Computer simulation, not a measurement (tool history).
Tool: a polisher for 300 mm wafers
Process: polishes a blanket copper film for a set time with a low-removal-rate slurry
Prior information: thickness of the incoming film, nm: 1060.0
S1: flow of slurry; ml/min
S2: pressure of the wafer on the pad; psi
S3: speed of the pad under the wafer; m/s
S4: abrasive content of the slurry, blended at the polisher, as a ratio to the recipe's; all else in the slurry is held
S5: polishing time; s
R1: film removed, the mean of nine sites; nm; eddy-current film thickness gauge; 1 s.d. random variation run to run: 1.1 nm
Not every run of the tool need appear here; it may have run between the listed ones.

Run 1, day 0.000: S1 145 ml/min, S2 1.8 psi, S3 1.14 m/s, S4 1.0, S5 70 s. Result: R1 165.00 nm.
Run 2, day 0.192: S1 145 ml/min, S2 1.4 psi, S3 1.14 m/s, S4 1.0, S5 70 s. Result: R1 142.39 nm.
Run 3, day 0.367: S1 145 ml/min, S2 1.4 psi, S3 1.14 m/s, S4 1.0, S5 73 s. Result: R1 151.34 nm.
Run 4, day 0.592: S1 145 ml/min, S2 1.6 psi, S3 1.14 m/s, S4 1.0, S5 73 s. Result: R1 161.92 nm.
Run 5, day 0.633: S1 145 ml/min, S2 1.5 psi, S3 1.14 m/s, S4 1.0, S5 73 s. Result: R1 157.58 nm.
Run 6, day 0.921: S1 145 ml/min, S2 1.7 psi, S3 1.14 m/s, S4 1.0, S5 73 s. Result: R1 168.10 nm.

Run 7, settings as shown, results not yet in. Your forecast:
Run 7, day 1.283: S1 145 ml/min, S2 1.6 psi, S3 1.14 m/s, S4 1.0, S5 73 s. Result: R1 ?.

Run 7 came out at R1 161.06 nm.

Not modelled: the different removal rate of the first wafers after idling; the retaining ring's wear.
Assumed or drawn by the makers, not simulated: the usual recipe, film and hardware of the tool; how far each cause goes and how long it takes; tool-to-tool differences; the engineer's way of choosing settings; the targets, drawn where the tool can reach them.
